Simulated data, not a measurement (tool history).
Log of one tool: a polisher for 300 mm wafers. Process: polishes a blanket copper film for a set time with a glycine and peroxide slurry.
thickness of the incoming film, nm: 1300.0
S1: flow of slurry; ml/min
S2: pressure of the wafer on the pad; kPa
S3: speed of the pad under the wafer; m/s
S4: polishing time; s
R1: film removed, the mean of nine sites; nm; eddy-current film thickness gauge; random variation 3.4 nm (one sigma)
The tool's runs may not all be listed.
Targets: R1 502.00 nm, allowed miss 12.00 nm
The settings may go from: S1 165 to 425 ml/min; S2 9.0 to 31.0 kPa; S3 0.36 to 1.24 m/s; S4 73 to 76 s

run  hour   S1    S2    S3  S4      R1
  1   0.0  275  20.0  0.80  73  314.14
  2   6.7  280  21.4  0.80  73  334.02
  3  10.4  280  21.4  0.80  76  349.28
  4  16.0  280  22.8  0.80  76  371.63
  5  21.8  325  22.8  0.80  76  374.96
  6  29.3  325  22.8  0.72  76  355.82
  7  33.2  330  24.1  0.72  76  367.92
  8  41.5  330  25.5  0.72  76  383.96
  9  45.7  345  31.0  0.80  76  482.09
 10  47.5  355  31.0  0.82  76  484.17

5 next moves are on the table. One of them brings every result within its allowed miss. Which?
  A  49.3  355  30.3  0.84  74   ?
  B  49.3  425  29.0  0.88  75   ?
  C  49.3  395  27.6  1.04  75   ?
  D  49.3  400  31.0  0.82  73   ?
  E  49.3  325  31.0  0.76  76   ?

move      R1
   A  472.05
   B  477.54
   C  503.72
   D  471.37
   E  465.00
A: further off than the last run
B: further off than the last run
C: meets every target
D: further off than the last run
E: further off than the last run
Answer: C

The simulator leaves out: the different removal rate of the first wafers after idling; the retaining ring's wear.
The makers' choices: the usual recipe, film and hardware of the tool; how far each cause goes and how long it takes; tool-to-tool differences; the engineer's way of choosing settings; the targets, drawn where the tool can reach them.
